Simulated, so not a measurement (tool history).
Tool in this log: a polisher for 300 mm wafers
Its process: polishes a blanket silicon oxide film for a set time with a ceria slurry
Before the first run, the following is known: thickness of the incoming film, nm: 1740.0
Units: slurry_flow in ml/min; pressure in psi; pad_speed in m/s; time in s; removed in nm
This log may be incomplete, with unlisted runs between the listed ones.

| run | day | slurry_flow | pressure | pad_speed | time | removed |
|---|---|---|---|---|---|---|
| 1 | 0 | 180 | 3.4 | 1.06 | 59 | 339.83 |
| 2 | 0.329 | 180 | 3.4 | 0.82 | 59 | 273.67 |
| 3 | 0.467 | 180 | 3.4 | 0.94 | 59 | 308.21 |
| 4 | 0.633 | 180 | 3.4 | 0.94 | 62 | 320.37 |
| 5 | 0.958 | 180 | 2.7 | 0.94 | 62 | 283.82 |
| 6 | 1.188 | 180 | 2.7 | 0.94 | 62 | 283.13 |
| 7 | 1.454 | 185 | 3.4 | 0.96 | 62 | 333.86 |

Forecast run 8:
| 8 | 1.55 | 195 | 3.9 | 0.96 | 62 | ? |

removed: 361.09 nm
